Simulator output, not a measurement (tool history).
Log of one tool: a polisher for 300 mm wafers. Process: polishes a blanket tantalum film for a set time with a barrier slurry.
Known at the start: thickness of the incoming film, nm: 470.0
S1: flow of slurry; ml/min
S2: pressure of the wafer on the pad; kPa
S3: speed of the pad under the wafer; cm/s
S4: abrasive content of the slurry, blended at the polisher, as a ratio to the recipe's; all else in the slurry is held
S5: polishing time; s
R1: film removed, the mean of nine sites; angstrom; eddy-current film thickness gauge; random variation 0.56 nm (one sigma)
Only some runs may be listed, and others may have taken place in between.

run 1 hour=0.0 | S1=315 S2=9.7 S3=124 S4=1.0 S5=54 | R1=752.12
run 2 hour=5.0 | S1=315 S2=8.3 S3=124 S4=1.0 S5=54 | R1=641.89
run 3 hour=8.7 | S1=315 S2=6.2 S3=124 S4=1.0 S5=54 | R1=497.93
run 4 hour=16.6 | S1=315 S2=8.3 S3=124 S4=1.0 S5=54 | R1=647.72
run 5 hour=18.3 | S1=315 S2=8.3 S3=124 S4=1.2 S5=54 | R1=665.43
run 6 hour=21.4 | S1=315 S2=7.6 S3=124 S4=1.2 S5=54 | R1=612.67
run 7 hour=26.7 | S1=315 S2=6.9 S3=124 S4=1.2 S5=54 | R1=574.23

What does the tool deliver on the next run?
run 8 hour=34.7 | S1=315 S2=6.2 S3=124 S4=1.2 S5=54 | R1=?

{"run 8": {"R1": 505.44}}
